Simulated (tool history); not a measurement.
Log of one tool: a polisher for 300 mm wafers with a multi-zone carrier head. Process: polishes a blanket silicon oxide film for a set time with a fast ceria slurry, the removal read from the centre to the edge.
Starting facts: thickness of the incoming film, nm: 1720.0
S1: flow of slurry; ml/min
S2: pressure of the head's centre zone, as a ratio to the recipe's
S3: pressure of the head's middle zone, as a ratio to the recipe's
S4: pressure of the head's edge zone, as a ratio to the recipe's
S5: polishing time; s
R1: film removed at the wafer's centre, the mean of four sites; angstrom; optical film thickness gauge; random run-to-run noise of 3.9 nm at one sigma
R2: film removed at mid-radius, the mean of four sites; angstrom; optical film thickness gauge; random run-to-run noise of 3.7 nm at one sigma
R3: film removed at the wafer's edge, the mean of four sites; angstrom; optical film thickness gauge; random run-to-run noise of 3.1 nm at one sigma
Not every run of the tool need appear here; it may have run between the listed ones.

{"run": 1, "hour": 0.0, "S1": 270, "S2": 1, "S3": 1, "S4": 1, "S5": 58, "R1": 5890.3, "R2": 5730.4, "R3": 5831.4}
{"run": 2, "hour": 3.0, "S1": 265, "S2": 0.96, "S3": 1.01, "S4": 0.97, "S5": 51, "R1": 4859.2, "R2": 5026.2, "R3": 4960.4}
{"run": 3, "hour": 10.9, "S1": 295, "S2": 0.96, "S3": 1.01, "S4": 0.97, "S5": 51, "R1": 5049.7, "R2": 5140.7, "R3": 5127.5}
{"run": 4, "hour": 18.1, "S1": 270, "S2": 0.96, "S3": 1.01, "S4": 0.97, "S5": 51, "R1": 4993.4, "R2": 5095.4, "R3": 4942.5}
{"run": 5, "hour": 26.2, "S1": 270, "S2": 1, "S3": 1.01, "S4": 0.97, "S5": 51, "R1": 5168.3, "R2": 5031.5, "R3": 5007.6}
{"run": 6, "hour": 29.2, "S1": 270, "S2": 1, "S3": 1.01, "S4": 0.94, "S5": 51, "R1": 5178.5, "R2": 4975, "R3": 4973}
{"run": 7, "hour": 30.0, "S1": 255, "S2": 0.96, "S3": 1.01, "S4": 0.93, "S5": 47, "R1": 4411.8, "R2": 4567, "R3": 4487}
{"run": 8, "hour": 37.5, "S1": 240, "S2": 0.94, "S3": 1.02, "S4": 0.91, "S5": 44, "R1": 4083.3, "R2": 4445, "R3": 4137.2}
{"run": 9, "hour": 38.0, "S1": 210, "S2": 0.84, "S3": 0.94, "S4": 0.87, "S5": 31, "R1": 2520.6, "R2": 2826.7, "R3": 2777.5}
{"run": 10, "hour": 45.7, "S1": 235, "S2": 0.85, "S3": 0.97, "S4": 0.89, "S5": 31, "R1": 2572, "R2": 2931.2, "R3": 2828.8}

Run 11 has not been measured yet. What should we expect?
{"run": 11, "hour": 53.3, "S1": 235, "S2": 0.85, "S3": 0.97, "S4": 0.89, "S5": 31, "R1": "?", "R2": "?", "R3": "?"}

R1: 2627 angstrom
R2: 2954.3 angstrom
R3: 2930.2 angstrom

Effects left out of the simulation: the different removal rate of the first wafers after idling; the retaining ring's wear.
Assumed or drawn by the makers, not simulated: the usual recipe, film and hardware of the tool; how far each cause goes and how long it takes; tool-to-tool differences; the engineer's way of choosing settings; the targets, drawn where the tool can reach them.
